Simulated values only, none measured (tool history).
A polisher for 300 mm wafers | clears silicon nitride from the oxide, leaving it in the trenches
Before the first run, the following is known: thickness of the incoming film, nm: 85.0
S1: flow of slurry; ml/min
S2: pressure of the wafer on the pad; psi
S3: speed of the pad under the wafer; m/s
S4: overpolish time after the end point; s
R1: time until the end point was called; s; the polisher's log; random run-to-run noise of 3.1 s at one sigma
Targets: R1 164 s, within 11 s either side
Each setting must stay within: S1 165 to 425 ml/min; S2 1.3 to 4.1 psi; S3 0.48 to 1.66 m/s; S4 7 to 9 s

run	hour	S1	S2	S3	S4	R1
1	0	275	2.7	1.06	9	103.4
2	8.9	275	2.7	1.06	7	107.65
3	13	275	3.3	1.06	7	88.726
4	14.9	275	3	1.06	7	94.42
5	16.8	275	2.6	1.02	7	111.71
6	18.6	275	2.3	0.98	7	130.11
7	25.3	275	2.1	0.96	7	139.96
8	28.9	275	2	0.94	7	151.17

Pick the move, out of 5, that brings all results within their allowed miss; only one does.
A	32.5	295	2.2	0.98	7	?
B	32.5	305	1.9	1.12	7	?
C	32.5	335	2	1.18	9	?
D	32.5	295	2.2	0.9	9	?
E	32.5	300	2.2	0.7	8	?

move	R1
A	132.27
B	140.12
C	128.05
D	138.88
E	158.46
A: its largest miss is bigger than the last run's
B: its largest miss is bigger than the last run's
C: its largest miss is bigger than the last run's
D: its largest miss is bigger than the last run's
E: in spec on every target
The move that meets every target is E.
